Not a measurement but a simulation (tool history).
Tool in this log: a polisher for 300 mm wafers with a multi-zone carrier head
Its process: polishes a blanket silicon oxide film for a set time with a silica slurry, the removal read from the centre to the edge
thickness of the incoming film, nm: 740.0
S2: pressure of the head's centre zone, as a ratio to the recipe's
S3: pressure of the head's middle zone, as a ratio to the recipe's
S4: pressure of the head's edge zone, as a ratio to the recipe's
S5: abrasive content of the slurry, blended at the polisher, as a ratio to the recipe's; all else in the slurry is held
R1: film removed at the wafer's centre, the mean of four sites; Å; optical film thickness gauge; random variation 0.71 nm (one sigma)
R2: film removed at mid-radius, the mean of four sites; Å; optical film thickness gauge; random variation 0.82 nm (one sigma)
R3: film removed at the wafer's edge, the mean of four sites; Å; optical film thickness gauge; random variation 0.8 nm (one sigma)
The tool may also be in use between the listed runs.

Run 1, hour 0.0: flow of slurry (ml/min) 305, S2 1.00, S3 1.00, S4 1.00, S5 1.00, polishing time (s) 48. Result: R1 1261.80 Å, R2 1283.30 Å, R3 1326.30 Å.
Run 2, hour 7.4: flow of slurry (ml/min) 310, S2 1.01, S3 1.01, S4 0.98, S5 0.95, polishing time (s) 48. Result: R1 1267.30 Å, R2 1269.50 Å, R3 1267.90 Å.
Run 3, hour 15.6: flow of slurry (ml/min) 310, S2 1.01, S3 1.01, S4 0.98, S5 0.95, polishing time (s) 54. Result: R1 1416.90 Å, R2 1442.90 Å, R3 1431.90 Å.
Run 4, hour 21.8: flow of slurry (ml/min) 315, S2 1.01, S3 1.01, S4 0.96, S5 0.90, polishing time (s) 53. Result: R1 1338.50 Å, R2 1343.60 Å, R3 1372.00 Å.
Run 5, hour 28.4: flow of slurry (ml/min) 315, S2 1.01, S3 1.01, S4 0.96, S5 0.90, polishing time (s) 63. Result: R1 1596.50 Å, R2 1611.80 Å, R3 1646.30 Å.
Run 6, hour 35.7: flow of slurry (ml/min) 315, S2 1.01, S3 1.01, S4 0.96, S5 0.90, polishing time (s) 54. Result: R1 1377.80 Å, R2 1393.70 Å, R3 1389.40 Å.
Run 7, hour 37.8: flow of slurry (ml/min) 320, S2 1.02, S3 1.01, S4 0.95, S5 0.85, polishing time (s) 53. Result: R1 1328.40 Å, R2 1338.30 Å, R3 1331.30 Å.
Run 8, hour 43.7: flow of slurry (ml/min) 320, S2 1.02, S3 1.01, S4 0.95, S5 0.85, polishing time (s) 53. Result: R1 1341.90 Å, R2 1334.10 Å, R3 1329.40 Å.
Run 9, hour 50.6: flow of slurry (ml/min) 325, S2 1.03, S3 1.02, S4 0.94, S5 0.80, polishing time (s) 52. Result: R1 1270.80 Å, R2 1273.00 Å, R3 1265.40 Å.
Run 10, hour 57.7: flow of slurry (ml/min) 325, S2 1.04, S3 1.03, S4 0.92, S5 0.75, polishing time (s) 52. Result: R1 1244.50 Å, R2 1243.30 Å, R3 1188.70 Å.
Run 11, hour 61.5: flow of slurry (ml/min) 315, S2 1.04, S3 1.03, S4 0.91, S5 0.75, polishing time (s) 52. Result: R1 1239.10 Å, R2 1233.60 Å, R3 1192.10 Å.
Run 12, hour 64.2: flow of slurry (ml/min) 400, S2 1.09, S3 1.05, S4 0.83, S5 0.50, polishing time (s) 48. Result: R1 940.24 Å, R2 909.37 Å, R3 814.87 Å.

Predict the results of run 13:
Run 13, hour 65.3: flow of slurry (ml/min) 360, S2 1.19, S3 1.15, S4 0.93, S5 0.55, polishing time (s) 48. Result: R1 ?, R2 ?, R3 ?.

{"run 13": {"R1": 1098.7, "R2": 1049.9, "R3": 911.63}}
